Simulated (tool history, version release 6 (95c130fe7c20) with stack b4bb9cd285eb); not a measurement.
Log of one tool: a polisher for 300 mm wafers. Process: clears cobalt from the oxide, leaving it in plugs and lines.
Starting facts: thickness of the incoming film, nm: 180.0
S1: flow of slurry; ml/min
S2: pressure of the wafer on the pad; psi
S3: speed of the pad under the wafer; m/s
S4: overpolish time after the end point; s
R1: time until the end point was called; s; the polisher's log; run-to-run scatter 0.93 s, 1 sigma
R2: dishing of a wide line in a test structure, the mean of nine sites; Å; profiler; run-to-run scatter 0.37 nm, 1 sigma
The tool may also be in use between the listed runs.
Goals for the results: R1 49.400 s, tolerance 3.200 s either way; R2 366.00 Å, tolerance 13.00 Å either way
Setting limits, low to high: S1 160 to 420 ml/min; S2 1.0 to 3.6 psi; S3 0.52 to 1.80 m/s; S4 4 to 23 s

run  hour   S1   S2    S3  S4      R1      R2
  1   0.0  270  2.3  1.16  12  26.809  448.75
  2   6.7  270  1.8  1.16  12  35.760  392.74
  3  13.5  270  1.8  1.16   8  35.369  304.67
  4  16.8  270  2.2  1.16   8  27.748  351.67
  5  22.5  270  2.2  1.16  12  27.552  442.75
  6  31.2  270  2.2  1.34  12  24.753  475.51
  7  33.7  270  1.8  1.34  13  28.536  447.53
  8  35.7  270  1.5  1.28  14  36.408  420.73
  9  39.6  270  1.3  1.26  14  43.752  373.29

Which of these 5 next moves meets every target?
  A  43.5  350  1.3  1.08  15   ?   ?
  B  43.5  200  1.5  1.12  13   ?   ?
  C  43.5  225  1.5  0.98  18   ?   ?
  D  43.5  280  1.5  1.12  13   ?   ?
  E  43.5  330  1.5  1.00  16   ?   ?

move      R1      R2
   A  50.622  367.03
   B  45.179  360.06
   C  50.650  407.03
   D  43.483  368.49
   E  47.815  393.71
A: every result within its allowed miss
B: closes in on the targets versus the last run, not all within tolerance yet
C: corrects the largest miss of the last run, while another result sits out of spec
D: about the same distance from the targets as the last run
E: corrects the largest miss of the last run, while another result sits out of spec
Move A is the one to make.
